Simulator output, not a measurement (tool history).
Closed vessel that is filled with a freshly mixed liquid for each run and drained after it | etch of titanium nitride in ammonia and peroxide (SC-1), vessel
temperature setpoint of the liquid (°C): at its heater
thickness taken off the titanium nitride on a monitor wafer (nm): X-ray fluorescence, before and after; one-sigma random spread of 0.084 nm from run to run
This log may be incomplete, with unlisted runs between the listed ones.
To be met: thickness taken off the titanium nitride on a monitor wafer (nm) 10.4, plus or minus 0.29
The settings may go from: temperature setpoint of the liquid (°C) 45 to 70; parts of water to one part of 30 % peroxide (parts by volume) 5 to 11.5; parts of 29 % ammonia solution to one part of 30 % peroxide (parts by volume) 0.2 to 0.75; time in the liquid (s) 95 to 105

| run | hour | temperature setpoint of the liquid (°C) | parts of water to one part of 30 % peroxide (parts by volume) | parts of 29 % ammonia solution to one part of 30 % peroxide (parts by volume) | time in the liquid (s) | thickness taken off the titanium nitride on a monitor wafer (nm) |
|---|---|---|---|---|---|---|
| 1 | 0 | 61 | 6.5 | 0.45 | 95 | 23.578 |
| 2 | 6.4 | 61 | 8.5 | 0.45 | 95 | 20.63 |
| 3 | 14.3 | 61 | 10.5 | 0.45 | 95 | 18.721 |
| 4 | 22.3 | 65.5 | 10.5 | 0.45 | 95 | 24.936 |
| 5 | 25.8 | 65.5 | 10.5 | 0.45 | 105 | 27.196 |
| 6 | 28.2 | 61 | 10.5 | 0.45 | 105 | 20.588 |
| 7 | 36.9 | 58 | 10.5 | 0.45 | 105 | 16.995 |
| 8 | 46 | 56 | 10.5 | 0.45 | 105 | 14.812 |
| 9 | 51.6 | 54.5 | 10.5 | 0.45 | 105 | 13.38 |
| 10 | 55.8 | 53.5 | 10.5 | 0.45 | 105 | 12.308 |
| 11 | 61.9 | 50.5 | 10.5 | 0.45 | 105 | 10.09 |

Consider the 5 candidate settings below. Which is the only one whose results all fall within their allowed miss of target?
| A | 68 | 51.5 | 11.5 | 0.4 | 100 | ? |
| B | 68 | 51 | 10 | 0.5 | 105 | ? |
| C | 68 | 52 | 10.5 | 0.3 | 105 | ? |
| D | 68 | 53 | 9.5 | 0.3 | 100 | ? |
| E | 68 | 54 | 11.5 | 0.35 | 100 | ? |

| move | thickness taken off the titanium nitride on a monitor wafer (nm) |
|---|---|
| A | 9.544 |
| B | 10.845 |
| C | 10.331 |
| D | 11.112 |
| E | 11.054 |
A: lands further from the targets than the last run did
B: takes the biggest miss from the last run beyond its target
C: each result inside its tolerance
D: takes the biggest miss from the last run beyond its target
E: takes the biggest miss from the last run beyond its target
C is the move that brings every result within its allowed miss.

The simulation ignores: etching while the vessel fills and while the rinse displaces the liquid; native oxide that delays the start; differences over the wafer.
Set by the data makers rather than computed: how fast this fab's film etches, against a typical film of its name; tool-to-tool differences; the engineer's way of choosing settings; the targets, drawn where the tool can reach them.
